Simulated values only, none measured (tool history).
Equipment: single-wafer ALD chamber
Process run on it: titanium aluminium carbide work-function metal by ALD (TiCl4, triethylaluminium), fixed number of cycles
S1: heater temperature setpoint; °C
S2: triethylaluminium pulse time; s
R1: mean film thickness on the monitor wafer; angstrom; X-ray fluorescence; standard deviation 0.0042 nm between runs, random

run 1 hour=0 | S1=320 S2=13.47 | R1=21.305
run 2 hour=5.6 | S1=314 S2=13.47 | R1=20.632
run 3 hour=13.8 | S1=311 S2=12.93 | R1=20.318
run 4 hour=15.6 | S1=309 S2=12.32 | R1=19.999
run 5 hour=22 | S1=309 S2=10.56 | R1=19.195
run 6 hour=23.8 | S1=316 S2=10.56 | R1=19.865
run 7 hour=29.8 | S1=314 S2=10.37 | R1=19.601
run 8 hour=36.2 | S1=313 S2=10.22 | R1=19.357
run 9 hour=40.5 | S1=312 S2=10.12 | R1=19.183
run 10 hour=44.1 | S1=304 S2=9.27 | R1=18.026
run 11 hour=47.1 | S1=305 S2=9.31 | R1=18.156
run 12 hour=48.5 | S1=306 S2=9.34 | R1=18.248

Expected results for the next run?
run 13 hour=49.4 | S1=306 S2=9.34 | R1=?

R1: 18.239 angstrom

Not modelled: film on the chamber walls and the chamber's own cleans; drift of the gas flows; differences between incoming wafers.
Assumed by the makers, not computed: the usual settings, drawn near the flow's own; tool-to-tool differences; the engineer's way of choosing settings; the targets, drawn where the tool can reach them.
